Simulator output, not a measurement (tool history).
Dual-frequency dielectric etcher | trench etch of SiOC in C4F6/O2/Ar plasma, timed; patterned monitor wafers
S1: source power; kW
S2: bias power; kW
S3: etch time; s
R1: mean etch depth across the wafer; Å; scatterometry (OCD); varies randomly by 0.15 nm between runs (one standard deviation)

| run | hour | S1 | S2 | S3 | R1 |
|---|---|---|---|---|---|
| 1 | 0.0 | 0.310 | 0.222 | 9.5 | 207.77 |
| 2 | 8.5 | 0.320 | 0.224 | 9.5 | 213.15 |
| 3 | 14.3 | 0.300 | 0.224 | 9.5 | 205.69 |
| 4 | 15.7 | 0.260 | 0.224 | 9.5 | 193.67 |
| 5 | 16.2 | 0.260 | 0.224 | 8.5 | 172.40 |
| 6 | 19.9 | 0.260 | 0.193 | 8.5 | 162.41 |
| 7 | 23.4 | 0.280 | 0.197 | 8.5 | 171.59 |

Run 8 has not been measured yet. What should we expect?
| 8 | 30.7 | 0.340 | 0.241 | 9.0 | ? |

Run 8 came out at R1 213.08 Å.

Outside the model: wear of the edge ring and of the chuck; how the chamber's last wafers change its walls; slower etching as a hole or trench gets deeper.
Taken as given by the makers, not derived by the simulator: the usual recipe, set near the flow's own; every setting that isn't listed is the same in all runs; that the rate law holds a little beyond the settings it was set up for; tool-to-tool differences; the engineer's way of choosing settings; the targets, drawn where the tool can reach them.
